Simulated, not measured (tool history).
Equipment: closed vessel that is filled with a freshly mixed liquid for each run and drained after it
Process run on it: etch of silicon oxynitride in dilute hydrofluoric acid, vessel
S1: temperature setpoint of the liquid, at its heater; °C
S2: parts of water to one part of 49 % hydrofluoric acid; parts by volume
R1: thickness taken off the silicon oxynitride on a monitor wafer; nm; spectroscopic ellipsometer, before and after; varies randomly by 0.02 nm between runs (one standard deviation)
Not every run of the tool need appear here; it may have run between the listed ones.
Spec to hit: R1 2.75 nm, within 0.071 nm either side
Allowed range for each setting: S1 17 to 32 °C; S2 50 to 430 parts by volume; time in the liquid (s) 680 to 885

{"run": 1, "hour": 0.0, "S1": 24, "S2": 240, "time in the liquid (s)": 885, "R1": 4.4903}
{"run": 2, "hour": 8.1, "S1": 24, "S2": 285, "time in the liquid (s)": 885, "R1": 3.6852}
{"run": 3, "hour": 14.2, "S1": 26.5, "S2": 285, "time in the liquid (s)": 885, "R1": 4.1808}
{"run": 4, "hour": 23.1, "S1": 25.5, "S2": 285, "time in the liquid (s)": 885, "R1": 3.967}
{"run": 5, "hour": 26.3, "S1": 24.5, "S2": 285, "time in the liquid (s)": 885, "R1": 3.7717}
{"run": 6, "hour": 26.8, "S1": 24.5, "S2": 285, "time in the liquid (s)": 885, "R1": 3.7504}
{"run": 7, "hour": 34.0, "S1": 24, "S2": 285, "time in the liquid (s)": 885, "R1": 3.6727}
{"run": 8, "hour": 40.2, "S1": 23.5, "S2": 285, "time in the liquid (s)": 885, "R1": 3.5943}
{"run": 9, "hour": 47.1, "S1": 23, "S2": 285, "time in the liquid (s)": 885, "R1": 3.5586}
{"run": 10, "hour": 49.4, "S1": 22.5, "S2": 285, "time in the liquid (s)": 885, "R1": 3.4506}
{"run": 11, "hour": 51.0, "S1": 18.5, "S2": 290, "time in the liquid (s)": 885, "R1": 2.854}
{"hour": 59.9, "done": "thermometer replaced"}
{"run": 12, "hour": 59.9, "S1": 17.5, "S2": 290, "time in the liquid (s)": 885, "R1": 2.9538}
{"run": 13, "hour": 67.7, "S1": 17, "S2": 295, "time in the liquid (s)": 885, "R1": 2.8804}

Which of these 5 next moves meets every target?
{"run": "A", "hour": 75.5, "S1": 18, "S2": 300, "time in the liquid (s)": 885, "R1": "?"}
{"run": "B", "hour": 75.5, "S1": 19, "S2": 295, "time in the liquid (s)": 830, "R1": "?"}
{"run": "C", "hour": 75.5, "S1": 17, "S2": 280, "time in the liquid (s)": 800, "R1": "?"}
{"run": "D", "hour": 75.5, "S1": 17, "S2": 285, "time in the liquid (s)": 875, "R1": "?"}
{"run": "E", "hour": 75.5, "S1": 19, "S2": 305, "time in the liquid (s)": 885, "R1": "?"}

move=A R1=2.8803
move=B R1=2.8823
move=C R1=2.6946
move=D R1=2.8875
move=E R1=2.9553
A: neither nearer nor further off than the last run
B: neither nearer nor further off than the last run
C: all results in spec
D: lands further from the targets than the last run did
E: lands further from the targets than the last run did
C meets every target.
